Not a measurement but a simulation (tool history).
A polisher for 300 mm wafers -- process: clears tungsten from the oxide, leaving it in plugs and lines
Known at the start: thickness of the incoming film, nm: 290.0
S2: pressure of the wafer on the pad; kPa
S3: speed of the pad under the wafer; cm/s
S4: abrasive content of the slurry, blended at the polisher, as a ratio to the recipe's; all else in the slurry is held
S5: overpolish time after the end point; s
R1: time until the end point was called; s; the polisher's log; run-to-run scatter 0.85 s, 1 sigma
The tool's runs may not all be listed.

Run 1, day 0.000: flow of slurry (ml/min) 210, S2 27.6 kPa, S3 138 cm/s, S4 1.0, S5 22 s. Result: R1 36.761 s.
Run 2, day 0.158: flow of slurry (ml/min) 210, S2 26.2 kPa, S3 138 cm/s, S4 1.0, S5 22 s. Result: R1 37.524 s.
Run 3, day 0.417: flow of slurry (ml/min) 210, S2 26.2 kPa, S3 138 cm/s, S4 0.8, S5 22 s. Result: R1 40.179 s.
Run 4, day 0.517: flow of slurry (ml/min) 210, S2 24.8 kPa, S3 138 cm/s, S4 0.8, S5 22 s. Result: R1 42.251 s.
Run 5, day 0.562: flow of slurry (ml/min) 160, S2 24.8 kPa, S3 138 cm/s, S4 0.8, S5 22 s. Result: R1 43.153 s.
Run 6, day 0.621: flow of slurry (ml/min) 160, S2 24.8 kPa, S3 158 cm/s, S4 0.8, S5 22 s. Result: R1 37.430 s.
Run 7, day 0.767: flow of slurry (ml/min) 160, S2 23.4 kPa, S3 158 cm/s, S4 0.8, S5 22 s. Result: R1 38.629 s.
Run 8, day 1.096: flow of slurry (ml/min) 160, S2 22.1 kPa, S3 158 cm/s, S4 0.8, S5 22 s. Result: R1 40.882 s.

Predict the results of run 9:
Run 9, day 1.412: flow of slurry (ml/min) 160, S2 20.7 kPa, S3 158 cm/s, S4 0.8, S5 22 s. Result: R1 ?.

R1: 42.292 s
